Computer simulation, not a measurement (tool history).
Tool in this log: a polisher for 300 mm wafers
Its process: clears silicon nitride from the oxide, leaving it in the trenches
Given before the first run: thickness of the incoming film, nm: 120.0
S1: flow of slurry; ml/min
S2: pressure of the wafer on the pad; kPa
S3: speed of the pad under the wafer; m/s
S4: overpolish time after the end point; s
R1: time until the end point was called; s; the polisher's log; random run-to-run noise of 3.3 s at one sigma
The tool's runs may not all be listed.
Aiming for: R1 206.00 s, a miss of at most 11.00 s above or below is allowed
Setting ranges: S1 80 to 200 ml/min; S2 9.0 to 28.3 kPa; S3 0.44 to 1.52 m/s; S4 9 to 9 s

run  hour   S1    S2    S3  S4      R1
  1   0.0  130  18.6  0.98   9  162.45
  2   5.0  130  18.6  1.20   9  136.44
  3   5.7  130  18.6  1.20   9  134.39
  4   6.8  160  18.6  1.20   9  126.57
  5   8.3  155  16.5  1.18   9  148.02
  6  16.4  175  16.5  1.18   9  141.13
     21.6  -- slurry nozzle cleaned
  7  21.6  170  15.2  1.18   9  141.40
  8  30.0  165  13.1  1.12   9  177.85
  9  36.9  160  12.4  1.12   9  188.90
 10  44.1  155  12.4  1.12   9  190.87
 11  51.2  150  12.4  1.12   9  193.07
 12  55.2  145  12.4  1.12   9  190.90

Exercise: of the 5 proposed moves below, exactly one satisfies all targets within the stated allowed misses. Which move is it?
  A  59.2  130  13.1  1.18   9   ?
  B  59.2  145  11.0  1.04   9   ?
  C  59.2  160   9.7  1.30   9   ?
  D  59.2  120  13.8  1.14   9   ?
  E  59.2  135  12.4  1.14   9   ?

move      R1
   A  176.08
   B  224.32
   C  208.85
   D  175.54
   E  189.11
A: lands further from the targets than the last run did
B: takes the result that was furthest off past its target
C: in spec on every target
D: lands further from the targets than the last run did
E: lands further from the targets than the last run did
So the answer is move C, the one that meets all the targets.
